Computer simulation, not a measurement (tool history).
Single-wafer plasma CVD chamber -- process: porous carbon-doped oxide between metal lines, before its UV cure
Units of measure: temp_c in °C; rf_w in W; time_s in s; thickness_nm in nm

run,hour,temp_c,rf_w,time_s,thickness_nm
1,0.0,285,675,51.5,378.97
2,4.6,276,675,51.5,393.99
3,7.0,276,770,51.5,443.47
4,15.5,282,770,51.5,430.11
5,16.4,282,855,51.5,465.42
6,17.1,282,855,51.5,466.86
7,20.4,285,850,51.5,453.37

What will run 8 give?
8,23.1,287,850,51.5,?

{"run 8": {"thickness_nm": 446.27}}
